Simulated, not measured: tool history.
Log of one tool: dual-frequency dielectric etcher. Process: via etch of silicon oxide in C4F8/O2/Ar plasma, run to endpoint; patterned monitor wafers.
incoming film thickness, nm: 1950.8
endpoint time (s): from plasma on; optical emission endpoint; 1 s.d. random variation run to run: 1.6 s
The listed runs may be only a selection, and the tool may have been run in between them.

Run 1, hour 0.0: source power (kW) 1.880, bias power (kW) 1.874. Result: endpoint time (s) 388.08.
Run 2, hour 8.7: source power (kW) 2.110, bias power (kW) 1.874. Result: endpoint time (s) 357.65.
Run 3, hour 16.1: source power (kW) 2.160, bias power (kW) 1.879. Result: endpoint time (s) 352.76.
Run 4, hour 21.2: source power (kW) 2.200, bias power (kW) 1.883. Result: endpoint time (s) 351.75.
Run 5, hour 29.6: source power (kW) 1.870, bias power (kW) 1.883. Result: endpoint time (s) 385.75.
Run 6, hour 32.3: source power (kW) 1.990, bias power (kW) 1.897. Result: endpoint time (s) 375.14.
Run 7, hour 38.2: source power (kW) 2.080, bias power (kW) 1.910. Result: endpoint time (s) 363.59.

Run 8 has not been measured yet. What should we expect?
Run 8, hour 43.7: source power (kW) 2.150, bias power (kW) 1.920. Result: endpoint time (s) ?.

endpoint time (s): 355.36
